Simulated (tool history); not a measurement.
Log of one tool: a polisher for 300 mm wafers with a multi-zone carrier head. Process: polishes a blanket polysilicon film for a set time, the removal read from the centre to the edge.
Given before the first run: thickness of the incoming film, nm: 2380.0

run	hour	flow of slurry (ml/min)	pressure of the head's centre zone	pressure of the head's middle zone	pressure of the head's edge zone	polishing time (s)	film removed at the wafer's centre (nm)	film removed at mid-radius (nm)	film removed at the wafer's edge (nm)
1	0	320	1	1	1	55	283.46	302.37	288.79
2	6.7	320	1	0.97	1	55	290.54	298.13	290.16
3	10.4	320	1	0.97	1	65	345.37	352.28	344.72
4	17.1	320	1	0.97	1	52	269.11	280.84	272.97
5	22.7	320	1	0.97	1.05	52	278.89	283.14	283.7
6	24.1	320	1	0.97	1.11	52	275.42	273.95	291.08
7	31.6	325	1.01	1	1.11	55	299.1	301.89	306.49

What will run 8 give?
8	38.7	325	1.01	1.02	1.12	58	?	?	?

For run 8 the tool returned film removed at the wafer's centre (nm) 307.39, film removed at mid-radius (nm) 320.35, film removed at the wafer's edge (nm) 324.37.
